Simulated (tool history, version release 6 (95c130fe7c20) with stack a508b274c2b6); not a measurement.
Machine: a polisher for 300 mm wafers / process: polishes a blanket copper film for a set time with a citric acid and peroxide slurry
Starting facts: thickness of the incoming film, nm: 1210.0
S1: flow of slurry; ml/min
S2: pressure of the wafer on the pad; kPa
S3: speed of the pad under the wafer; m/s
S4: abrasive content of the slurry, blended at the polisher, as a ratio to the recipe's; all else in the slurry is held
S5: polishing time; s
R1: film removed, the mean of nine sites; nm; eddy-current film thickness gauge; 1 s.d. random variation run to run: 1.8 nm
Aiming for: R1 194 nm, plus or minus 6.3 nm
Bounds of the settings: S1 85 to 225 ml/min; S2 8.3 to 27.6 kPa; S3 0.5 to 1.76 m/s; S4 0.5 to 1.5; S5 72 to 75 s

run,hour,S1,S2,S3,S4,S5,R1
1,0,145,17.9,1.12,1,72,145.32
2,1.8,155,19.3,1.12,1,72,158.65
3,5.1,160,20,1.12,1,72,164.24
4,9.2,165,20.7,1.12,1,72,168.71
5,12.9,165,18.6,1.12,1,72,153.52
6,20.3,165,20,1.12,1,72,163.18
7,26.9,165,21.4,1.12,1,72,175.73
8,34.5,165,22.1,1.12,1,72,183.77

Exercise: of the 5 proposed moves below, exactly one satisfies all targets within the stated allowed misses. Which move is it?
A,42.1,210,15.9,1.42,1,75,?
B,42.1,165,21.4,1.14,1.35,73,?
C,42.1,205,22.1,0.98,1,75,?
D,42.1,195,21.4,1.08,1.2,72,?
E,42.1,165,20,1.12,1.05,72,?

move,R1
A,180.09
B,194.74
C,172.63
D,181.76
E,168.53
A: lands further from the targets than the last run did
B: all results in spec
C: lands further from the targets than the last run did
D: lands further from the targets than the last run did
E: lands further from the targets than the last run did
The move that meets every target is B.
